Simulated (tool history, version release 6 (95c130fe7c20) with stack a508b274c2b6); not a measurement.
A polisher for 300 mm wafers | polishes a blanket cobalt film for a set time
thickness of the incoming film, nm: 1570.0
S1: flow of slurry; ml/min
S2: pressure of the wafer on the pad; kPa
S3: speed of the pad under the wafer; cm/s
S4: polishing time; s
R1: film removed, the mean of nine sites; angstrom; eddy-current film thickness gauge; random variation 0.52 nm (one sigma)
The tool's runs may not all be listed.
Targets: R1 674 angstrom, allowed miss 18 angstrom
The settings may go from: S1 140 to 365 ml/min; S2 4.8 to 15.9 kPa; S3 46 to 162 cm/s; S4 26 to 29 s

| run | day | S1 | S2 | S3 | S4 | R1 |
|---|---|---|---|---|---|---|
| 1 | 0 | 235 | 10.3 | 104 | 29 | 1219.6 |
| 2 | 0.321 | 235 | 10.3 | 104 | 29 | 1205.6 |
| 3 | 0.488 | 235 | 12.4 | 104 | 29 | 1437.6 |
| 4 | 0.533 | 235 | 12.4 | 104 | 26 | 1292 |
| 5 | 0.817 | 185 | 12.4 | 104 | 26 | 1237.6 |
| 6 | 0.867 | 185 | 12.4 | 118 | 26 | 1410.4 |
| 7 | 1.212 | 175 | 9.7 | 114 | 26 | 1076.3 |
| 8 | 1.296 | 165 | 8.3 | 112 | 26 | 922.94 |
| 9 | 1.646 | 160 | 6.9 | 112 | 26 | 771.57 |
| 10 | 1.875 | 155 | 6.2 | 112 | 26 | 710.93 |
| 11 | 2.071 | 150 | 6.2 | 112 | 26 | 710.72 |
| 12 | 2.162 | 145 | 6.2 | 112 | 26 | 697.55 |
| 13 | 2.45 | 140 | 6.2 | 112 | 26 | 707.48 |
| 14 | 2.633 | 140 | 5.5 | 112 | 26 | 632.7 |
| 15 | 3.004 | 155 | 5.5 | 112 | 26 | 647.79 |
| 16 | 3.371 | 160 | 5.5 | 112 | 26 | 650 |
| 17 | 3.421 | 165 | 5.5 | 112 | 26 | 643.59 |
| 18 | 3.733 | 165 | 5.5 | 112 | 26 | 648.83 |

Which of these 5 next moves meets every target?
| A | 4.046 | 180 | 4.8 | 114 | 29 | ? |
| B | 4.046 | 140 | 4.8 | 126 | 26 | ? |
| C | 4.046 | 205 | 5.5 | 102 | 27 | ? |
| D | 4.046 | 160 | 6.2 | 88 | 28 | ? |
| E | 4.046 | 180 | 4.8 | 108 | 28 | ? |

| move | R1 |
|---|---|
| A | 668.32 |
| B | 634.49 |
| C | 633.24 |
| D | 605.9 |
| E | 612.25 |
A: meets every target
B: further off than the last run
C: further off than the last run
D: further off than the last run
E: further off than the last run
Answer: A
